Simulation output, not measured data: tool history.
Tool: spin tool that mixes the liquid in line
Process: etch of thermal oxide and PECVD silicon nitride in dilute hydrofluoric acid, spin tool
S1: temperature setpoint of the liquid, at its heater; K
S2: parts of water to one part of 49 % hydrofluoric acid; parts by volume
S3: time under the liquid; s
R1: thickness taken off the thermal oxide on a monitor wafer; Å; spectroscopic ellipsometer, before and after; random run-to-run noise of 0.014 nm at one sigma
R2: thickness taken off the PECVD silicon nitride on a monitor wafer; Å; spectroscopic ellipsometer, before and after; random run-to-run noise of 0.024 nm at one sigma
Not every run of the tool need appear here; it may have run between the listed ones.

| run | day | S1 | S2 | S3 | R1 | R2 |
|---|---|---|---|---|---|---|
| 1 | 0.000 | 297.15 | 220 | 180 | 29.894 | 39.050 |
| 2 | 0.025 | 296.15 | 240 | 185 | 26.476 | 34.840 |
| 3 | 0.225 | 299.15 | 240 | 185 | 29.547 | 42.758 |
| 4 | 0.471 | 300.65 | 240 | 185 | 31.028 | 46.509 |
| 5 | 0.579 | 298.65 | 255 | 190 | 27.135 | 39.743 |
| 6 | 0.617 | 298.65 | 255 | 260 | 37.619 | 53.744 |
| 7 | 0.908 | 296.65 | 275 | 260 | 31.602 | 44.842 |
| 8 | 0.992 | 294.65 | 285 | 260 | 28.248 | 38.015 |
| 9 | 1.138 | 293.65 | 295 | 260 | 26.211 | 33.679 |
| 10 | 1.358 | 293.15 | 310 | 260 | 24.079 | 31.138 |
| 11 | 1.554 | 292.65 | 320 | 260 | 22.466 | 29.356 |
| 12 | 1.796 | 292.15 | 325 | 260 | 21.771 | 28.313 |

Forecast run 13:
| 13 | 2.050 | 291.65 | 330 | 260 | ? | ? |

R1: 20.992 Å
R2: 27.170 Å

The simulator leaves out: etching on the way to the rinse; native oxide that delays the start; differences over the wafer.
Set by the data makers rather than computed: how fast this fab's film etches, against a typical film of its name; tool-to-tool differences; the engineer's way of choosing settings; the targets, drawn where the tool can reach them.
